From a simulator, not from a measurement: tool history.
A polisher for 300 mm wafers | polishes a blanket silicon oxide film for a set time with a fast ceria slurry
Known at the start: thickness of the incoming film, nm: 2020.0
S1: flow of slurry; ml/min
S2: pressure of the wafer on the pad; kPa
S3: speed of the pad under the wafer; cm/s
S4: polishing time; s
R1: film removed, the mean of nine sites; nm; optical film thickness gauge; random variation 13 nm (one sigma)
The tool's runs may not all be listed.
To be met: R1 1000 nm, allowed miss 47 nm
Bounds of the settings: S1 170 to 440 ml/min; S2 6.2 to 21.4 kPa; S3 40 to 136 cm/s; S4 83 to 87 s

run 1 day=0 | S1=280 S2=13.8 S3=88 S4=83 | R1=759.93
run 2 day=0.158 | S1=280 S2=13.8 S3=88 S4=87 | R1=818.57
run 3 day=0.396 | S1=225 S2=13.8 S3=88 S4=87 | R1=778.71
run 4 day=0.646 | S1=225 S2=11 S3=88 S4=87 | R1=666.56
run 5 day=0.888 | S1=225 S2=11 S3=72 S4=87 | R1=588.52
run 6 day=1.054 | S1=225 S2=9.7 S3=72 S4=87 | R1=527.63
run 7 day=1.321 | S1=225 S2=12.4 S3=74 S4=87 | R1=653.91
run 8 day=1.4 | S1=225 S2=16.5 S3=78 S4=87 | R1=840.87
run 9 day=1.467 | S1=230 S2=17.2 S3=78 S4=87 | R1=882.03
run 10 day=1.596 | S1=235 S2=17.9 S3=78 S4=87 | R1=920.52
run 11 day=1.717 | S1=240 S2=18.6 S3=78 S4=87 | R1=967.34

4 next moves are on the table. One of them brings every result within its allowed miss. Which?
run A day=1.838 | S1=205 S2=18.6 S3=74 S4=86 | R1=?
run B day=1.838 | S1=225 S2=13.8 S3=108 S4=87 | R1=?
run C day=1.838 | S1=375 S2=20 S3=70 S4=87 | R1=?
run D day=1.838 | S1=225 S2=17.2 S3=76 S4=86 | R1=?

move=A R1=901.65
move=B R1=924.18
move=C R1=1001.4
move=D R1=870.45
A: further off than the last run
B: further off than the last run
C: meets every target
D: further off than the last run
Move C is the one to make.
